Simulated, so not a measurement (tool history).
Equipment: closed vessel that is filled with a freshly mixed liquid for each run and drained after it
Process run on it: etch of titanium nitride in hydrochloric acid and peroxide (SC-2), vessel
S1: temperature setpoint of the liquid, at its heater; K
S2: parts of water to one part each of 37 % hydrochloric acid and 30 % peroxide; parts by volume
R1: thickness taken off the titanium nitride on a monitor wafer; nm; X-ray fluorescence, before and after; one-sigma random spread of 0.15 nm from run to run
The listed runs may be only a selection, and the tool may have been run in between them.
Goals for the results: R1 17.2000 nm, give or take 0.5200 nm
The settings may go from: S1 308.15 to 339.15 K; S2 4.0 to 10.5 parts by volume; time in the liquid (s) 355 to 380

{"run": 1, "day": 0.0, "S1": 323.15, "S2": 5.5, "time in the liquid (s)": 355, "R1": 11.378}
{"run": 2, "day": 0.275, "S1": 323.15, "S2": 7.0, "time in the liquid (s)": 355, "R1": 9.5298}
{"run": 3, "day": 0.496, "S1": 325.15, "S2": 7.0, "time in the liquid (s)": 355, "R1": 10.77}
{"run": 4, "day": 0.792, "S1": 327.15, "S2": 7.0, "time in the liquid (s)": 355, "R1": 12.228}
{"run": 5, "day": 1.054, "S1": 328.65, "S2": 7.0, "time in the liquid (s)": 355, "R1": 13.536}
{"run": 6, "day": 1.188, "S1": 329.65, "S2": 7.0, "time in the liquid (s)": 355, "R1": 14.461}
{"run": 7, "day": 1.229, "S1": 330.15, "S2": 7.0, "time in the liquid (s)": 355, "R1": 14.859}
{"run": 8, "day": 1.471, "S1": 330.65, "S2": 7.0, "time in the liquid (s)": 355, "R1": 15.241}
{"run": 9, "day": 1.521, "S1": 331.15, "S2": 7.0, "time in the liquid (s)": 355, "R1": 15.992}
{"run": 10, "day": 1.558, "S1": 331.65, "S2": 7.0, "time in the liquid (s)": 355, "R1": 16.28}

Which one of the following 5 next-run settings gets every result inside its allowed miss? There is exactly one.
{"run": "A", "day": 1.596, "S1": 331.65, "S2": 6.0, "time in the liquid (s)": 360, "R1": "?"}
{"run": "B", "day": 1.596, "S1": 329.65, "S2": 5.5, "time in the liquid (s)": 355, "R1": "?"}
{"run": "C", "day": 1.596, "S1": 329.65, "S2": 7.0, "time in the liquid (s)": 355, "R1": "?"}
{"run": "D", "day": 1.596, "S1": 329.65, "S2": 5.5, "time in the liquid (s)": 370, "R1": "?"}
{"run": "E", "day": 1.596, "S1": 333.15, "S2": 7.5, "time in the liquid (s)": 380, "R1": "?"}

move=A R1=18.9050
move=B R1=17.5080
move=C R1=14.5900
move=D R1=18.2470
move=E R1=18.4710
A: takes the result that was furthest off past its target
B: meets every target
C: its largest miss is bigger than the last run's
D: takes the result that was furthest off past its target
E: takes the result that was furthest off past its target
Answer: B
